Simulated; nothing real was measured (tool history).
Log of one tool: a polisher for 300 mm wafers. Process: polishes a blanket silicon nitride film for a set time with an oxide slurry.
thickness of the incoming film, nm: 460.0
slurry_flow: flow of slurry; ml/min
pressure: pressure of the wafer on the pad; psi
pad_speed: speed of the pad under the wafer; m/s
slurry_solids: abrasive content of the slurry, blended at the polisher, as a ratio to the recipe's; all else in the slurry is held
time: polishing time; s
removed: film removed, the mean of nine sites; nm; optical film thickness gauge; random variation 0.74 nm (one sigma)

| run | day | slurry_flow | pressure | pad_speed | slurry_solids | time | removed |
|---|---|---|---|---|---|---|---|
| 1 | 0 | 315 | 4.1 | 1.1 | 1 | 54 | 39.862 |
| 2 | 0.279 | 315 | 4.6 | 1.12 | 1 | 54 | 45.046 |
| 3 | 0.388 | 315 | 5 | 1.14 | 1 | 54 | 51.133 |
| 4 | 0.571 | 315 | 5 | 1.14 | 1 | 48 | 44.834 |
| 5 | 0.717 | 315 | 5.4 | 1.16 | 1 | 48 | 49.519 |
| 6 | 1.008 | 315 | 5.7 | 1.16 | 1 | 48 | 52.244 |
| 7 | 1.092 | 315 | 5.9 | 1.16 | 1 | 48 | 53.16 |

The next listed run, before its measurement:
| 8 | 1.312 | 315 | 6 | 1.18 | 1 | 48 | ? |

{"run 8": {"removed": 55.923}}
